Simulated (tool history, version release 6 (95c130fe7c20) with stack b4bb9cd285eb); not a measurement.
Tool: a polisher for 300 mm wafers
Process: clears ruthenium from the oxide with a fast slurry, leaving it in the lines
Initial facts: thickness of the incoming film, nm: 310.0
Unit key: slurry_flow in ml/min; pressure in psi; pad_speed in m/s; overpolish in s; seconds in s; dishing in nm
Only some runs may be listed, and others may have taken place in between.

| run | day | slurry_flow | pressure | pad_speed | slurry_solids | overpolish | seconds | dishing |
|---|---|---|---|---|---|---|---|---|
| 1 | 0 | 235 | 2.3 | 1.2 | 1 | 25 | 71.831 | 68.495 |
| 2 | 0.225 | 290 | 2.3 | 1.2 | 1 | 25 | 71.095 | 71.231 |
| 3 | 0.471 | 290 | 2.3 | 1.2 | 1 | 32 | 71.236 | 82.235 |
| 4 | 0.767 | 290 | 2.3 | 1.48 | 1 | 32 | 57.662 | 92.026 |
| 5 | 0.817 | 290 | 2.3 | 1.48 | 0.8 | 32 | 65.097 | 89.305 |
| 6 | 1.175 | 290 | 2.3 | 1.48 | 0.8 | 24 | 65.492 | 73.141 |
| 7 | 1.279 | 275 | 2.2 | 1.48 | 0.85 | 22 | 66.841 | 67.098 |
| 8 | 1.617 | 260 | 2.1 | 1.48 | 0.9 | 21 | 68.306 | 63.183 |
| 9 | 1.85 | 260 | 2.1 | 1.48 | 0.9 | 21 | 68.721 | 62.618 |
| 10 | 2.2 | 250 | 2 | 1.48 | 0.95 | 20 | 68.525 | 60.192 |
| 11 | 2.238 | 240 | 1.9 | 1.48 | 1 | 19 | 72.792 | 55.472 |

Run 12 comes next. What will it give?
| 12 | 2.433 | 230 | 1.8 | 1.5 | 1.05 | 18 | ? | ? |

seconds: 73.796 s
dishing: 52.641 nm

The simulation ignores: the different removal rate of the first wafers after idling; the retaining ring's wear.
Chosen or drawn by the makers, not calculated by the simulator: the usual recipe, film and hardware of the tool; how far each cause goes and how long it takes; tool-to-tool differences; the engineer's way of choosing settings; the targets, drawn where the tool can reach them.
